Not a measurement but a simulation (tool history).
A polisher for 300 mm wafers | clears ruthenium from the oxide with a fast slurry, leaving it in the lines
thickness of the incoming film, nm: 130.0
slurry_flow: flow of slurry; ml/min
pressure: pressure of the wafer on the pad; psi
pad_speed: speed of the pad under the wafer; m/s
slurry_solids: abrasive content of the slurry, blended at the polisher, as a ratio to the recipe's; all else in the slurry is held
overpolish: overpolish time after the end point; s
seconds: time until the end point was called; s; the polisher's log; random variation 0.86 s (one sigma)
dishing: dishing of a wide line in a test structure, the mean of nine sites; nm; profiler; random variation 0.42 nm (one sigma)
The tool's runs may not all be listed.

run  hour  slurry_flow  pressure  pad_speed  slurry_solids  overpolish  seconds  dishing
  1     0          125       2.2       1.16              1          18    36.41   50.995
  2   6.8          125       2.1       1.16              1          16   37.535   46.296
  3  15.2          125       2.5       1.16              1          16   32.963   51.366
  4  19.8          125       2.5       1.16            0.9          16   35.376   48.587
  5  21.4          150       2.5       1.16            0.9          16   32.963   49.285
  6  22.5          135       2.5       1.16            0.9          16    33.51   48.142
  7  25.2          140       1.9       1.12            0.9           7   43.475   18.243
  8    32          135       1.9       1.12            0.9           7    43.79   18.849

Forecast run 9:
  9  38.1          130       1.9       1.12            0.9           7        ?        ?

seconds: 44.178 s
dishing: 18.074 nm
